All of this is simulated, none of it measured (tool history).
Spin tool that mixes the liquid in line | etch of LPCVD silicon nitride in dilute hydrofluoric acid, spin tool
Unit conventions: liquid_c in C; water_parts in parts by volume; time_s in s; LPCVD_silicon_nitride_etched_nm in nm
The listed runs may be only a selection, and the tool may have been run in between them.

run,hour,liquid_c,water_parts,time_s,LPCVD_silicon_nitride_etched_nm
1,0.0,24.0,55,55,0.56455
2,3.5,25.0,55,55,0.62358
3,10.1,27.0,55,55,0.69205
4,10.8,24.5,55,55,0.58829
5,11.7,24.5,70,55,0.46770
6,19.0,22.5,75,55,0.38452
7,27.6,22.5,75,55,0.39194
8,28.7,21.0,80,55,0.32922
9,37.0,20.0,80,55,0.31156
10,41.1,19.0,80,55,0.28978

Run 11 comes next. What will it give?
11,43.2,18.5,80,55,?

{"run 11": {"LPCVD_silicon_nitride_etched_nm": 0.27235}}
